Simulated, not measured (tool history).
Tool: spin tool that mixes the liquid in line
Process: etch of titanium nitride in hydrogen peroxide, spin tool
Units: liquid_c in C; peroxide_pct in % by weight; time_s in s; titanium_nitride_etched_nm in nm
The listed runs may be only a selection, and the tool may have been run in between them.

| run | hour | liquid_c | peroxide_pct | time_s | titanium_nitride_etched_nm |
|---|---|---|---|---|---|
| 1 | 0 | 54 | 18 | 215 | 13.557 |
| 2 | 7.5 | 54.5 | 18 | 215 | 14.006 |
| 3 | 15.3 | 55 | 18 | 215 | 14.566 |
| 4 | 22.7 | 62 | 18 | 215 | 23.412 |
| 5 | 25.1 | 65 | 18 | 215 | 28.415 |
| 6 | 32 | 64 | 18 | 215 | 26.602 |
| 7 | 37.3 | 63 | 18 | 215 | 24.856 |

For run 8, what comes out?
| 8 | 44.1 | 62 | 18 | 215 | ? |

titanium_nitride_etched_nm: 23.322 nm
